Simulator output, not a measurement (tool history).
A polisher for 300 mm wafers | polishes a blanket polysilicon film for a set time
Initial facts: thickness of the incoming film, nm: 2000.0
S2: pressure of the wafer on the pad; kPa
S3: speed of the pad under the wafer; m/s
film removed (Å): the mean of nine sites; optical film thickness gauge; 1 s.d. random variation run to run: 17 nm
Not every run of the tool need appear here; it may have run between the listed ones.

{"run": 1, "hour": 0.0, "flow of slurry (ml/min)": 290, "S2": 18.6, "S3": 1.12, "polishing time (s)": 105, "film removed (Å)": 10970}
{"run": 2, "hour": 8.0, "flow of slurry (ml/min)": 290, "S2": 18.6, "S3": 1.32, "polishing time (s)": 105, "film removed (Å)": 12609}
{"run": 3, "hour": 15.1, "flow of slurry (ml/min)": 220, "S2": 18.6, "S3": 1.32, "polishing time (s)": 105, "film removed (Å)": 11997}
{"run": 4, "hour": 18.4, "flow of slurry (ml/min)": 230, "S2": 19.3, "S3": 1.32, "polishing time (s)": 105, "film removed (Å)": 12816}
{"run": 5, "hour": 24.7, "flow of slurry (ml/min)": 230, "S2": 19.3, "S3": 1.32, "polishing time (s)": 105, "film removed (Å)": 12714}
{"run": 6, "hour": 28.5, "flow of slurry (ml/min)": 235, "S2": 20, "S3": 1.32, "polishing time (s)": 105, "film removed (Å)": 13424}
{"run": 7, "hour": 33.3, "flow of slurry (ml/min)": 240, "S2": 20, "S3": 1.32, "polishing time (s)": 105, "film removed (Å)": 13051}
{"run": 8, "hour": 39.2, "flow of slurry (ml/min)": 245, "S2": 20.7, "S3": 1.32, "polishing time (s)": 105, "film removed (Å)": 13841}

Run 9 comes next. What will it give?
{"run": 9, "hour": 47.6, "flow of slurry (ml/min)": 250, "S2": 20.7, "S3": 1.32, "polishing time (s)": 105, "film removed (Å)": "?"}

{"run 9": {"film removed (Å)": 14026}}

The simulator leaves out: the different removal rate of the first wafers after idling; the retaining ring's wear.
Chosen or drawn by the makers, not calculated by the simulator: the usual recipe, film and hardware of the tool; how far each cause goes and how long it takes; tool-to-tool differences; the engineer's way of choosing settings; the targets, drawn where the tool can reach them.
